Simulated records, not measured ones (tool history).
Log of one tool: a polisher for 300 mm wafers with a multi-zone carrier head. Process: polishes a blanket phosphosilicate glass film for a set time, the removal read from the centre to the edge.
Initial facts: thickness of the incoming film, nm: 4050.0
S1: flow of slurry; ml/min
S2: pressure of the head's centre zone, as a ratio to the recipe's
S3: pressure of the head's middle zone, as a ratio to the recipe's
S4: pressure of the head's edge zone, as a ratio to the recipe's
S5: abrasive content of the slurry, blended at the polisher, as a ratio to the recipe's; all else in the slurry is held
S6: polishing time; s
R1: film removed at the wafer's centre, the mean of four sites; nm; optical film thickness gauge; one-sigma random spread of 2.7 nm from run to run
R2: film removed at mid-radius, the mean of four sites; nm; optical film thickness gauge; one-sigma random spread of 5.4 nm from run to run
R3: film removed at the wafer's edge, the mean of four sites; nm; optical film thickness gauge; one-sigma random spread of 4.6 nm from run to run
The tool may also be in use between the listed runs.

{"run": 1, "hour": 0.0, "S1": 195, "S2": 1.0, "S3": 1.0, "S4": 1.0, "S5": 1.0, "S6": 63, "R1": 534.71, "R2": 522.29, "R3": 519.72}
{"run": 2, "hour": 3.2, "S1": 195, "S2": 0.99, "S3": 1.01, "S4": 0.98, "S5": 0.95, "S6": 62, "R1": 514.37, "R2": 507.56, "R3": 499.63}
{"run": 3, "hour": 12.1, "S1": 195, "S2": 0.99, "S3": 1.01, "S4": 1.03, "S5": 0.95, "S6": 62, "R1": 502.31, "R2": 503.83, "R3": 521.0}
{"run": 4, "hour": 17.5, "S1": 195, "S2": 0.99, "S3": 1.01, "S4": 1.03, "S5": 0.85, "S6": 62, "R1": 483.88, "R2": 479.39, "R3": 484.18}
{"run": 5, "hour": 18.1, "S1": 195, "S2": 0.99, "S3": 1.01, "S4": 1.03, "S5": 0.85, "S6": 49, "R1": 387.0, "R2": 383.4, "R3": 387.06}
{"run": 6, "hour": 26.7, "S1": 190, "S2": 0.98, "S3": 1.02, "S4": 1.02, "S5": 0.85, "S6": 49, "R1": 375.04, "R2": 385.96, "R3": 381.7}

What will run 7 give?
{"run": 7, "hour": 30.3, "S1": 185, "S2": 0.98, "S3": 1.03, "S4": 1.01, "S5": 0.85, "S6": 49, "R1": "?", "R2": "?", "R3": "?"}

Logged for run 7: R1 375.07 nm, R2 384.21 nm, R3 388.94 nm.

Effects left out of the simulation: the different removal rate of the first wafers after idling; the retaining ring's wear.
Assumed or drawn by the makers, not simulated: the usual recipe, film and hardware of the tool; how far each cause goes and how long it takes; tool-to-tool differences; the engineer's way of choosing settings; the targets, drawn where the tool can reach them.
